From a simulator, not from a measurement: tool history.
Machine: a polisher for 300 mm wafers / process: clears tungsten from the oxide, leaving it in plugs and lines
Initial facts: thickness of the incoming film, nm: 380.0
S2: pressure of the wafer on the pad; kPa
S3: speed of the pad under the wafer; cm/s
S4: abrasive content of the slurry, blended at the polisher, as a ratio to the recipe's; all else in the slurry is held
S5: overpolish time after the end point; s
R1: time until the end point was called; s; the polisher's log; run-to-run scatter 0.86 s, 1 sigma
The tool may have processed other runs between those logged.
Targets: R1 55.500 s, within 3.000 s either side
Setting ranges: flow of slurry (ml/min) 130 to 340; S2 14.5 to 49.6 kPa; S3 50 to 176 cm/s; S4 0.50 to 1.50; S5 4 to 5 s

{"run": 1, "hour": 0.0, "flow of slurry (ml/min)": 220, "S2": 31.7, "S3": 112, "S4": 1.0, "S5": 5, "R1": 70.816}
{"run": 2, "hour": 5.3, "flow of slurry (ml/min)": 220, "S2": 31.7, "S3": 112, "S4": 1.0, "S5": 4, "R1": 69.552}
{"run": 3, "hour": 10.1, "flow of slurry (ml/min)": 220, "S2": 32.4, "S3": 112, "S4": 1.0, "S5": 4, "R1": 70.413}
{"run": 4, "hour": 17.0, "flow of slurry (ml/min)": 220, "S2": 32.4, "S3": 122, "S4": 1.0, "S5": 4, "R1": 67.633}
{"run": 5, "hour": 22.1, "flow of slurry (ml/min)": 220, "S2": 33.1, "S3": 122, "S4": 1.0, "S5": 4, "R1": 63.987}
{"run": 6, "hour": 25.7, "flow of slurry (ml/min)": 220, "S2": 33.1, "S3": 122, "S4": 1.0, "S5": 4, "R1": 63.299}
{"run": 7, "hour": 27.9, "flow of slurry (ml/min)": 220, "S2": 33.8, "S3": 122, "S4": 1.0, "S5": 4, "R1": 64.683}
{"run": 8, "hour": 28.6, "flow of slurry (ml/min)": 220, "S2": 34.5, "S3": 122, "S4": 1.0, "S5": 4, "R1": 61.011}

Which one of the following 4 next-run settings gets every result inside its allowed miss? There is exactly one.
{"run": "A", "hour": 29.3, "flow of slurry (ml/min)": 220, "S2": 31.7, "S3": 130, "S4": 0.95, "S5": 4, "R1": "?"}
{"run": "B", "hour": 29.3, "flow of slurry (ml/min)": 210, "S2": 29.6, "S3": 134, "S4": 0.9, "S5": 4, "R1": "?"}
{"run": "C", "hour": 29.3, "flow of slurry (ml/min)": 255, "S2": 33.8, "S3": 132, "S4": 1.1, "S5": 5, "R1": "?"}
{"run": "D", "hour": 29.3, "flow of slurry (ml/min)": 165, "S2": 35.9, "S3": 116, "S4": 0.8, "S5": 5, "R1": "?"}

move=A R1=65.748
move=B R1=69.753
move=C R1=57.796
move=D R1=70.094
A: further off than the last run
B: further off than the last run
C: each result inside its tolerance
D: further off than the last run
Correct choice: C, which meets every target

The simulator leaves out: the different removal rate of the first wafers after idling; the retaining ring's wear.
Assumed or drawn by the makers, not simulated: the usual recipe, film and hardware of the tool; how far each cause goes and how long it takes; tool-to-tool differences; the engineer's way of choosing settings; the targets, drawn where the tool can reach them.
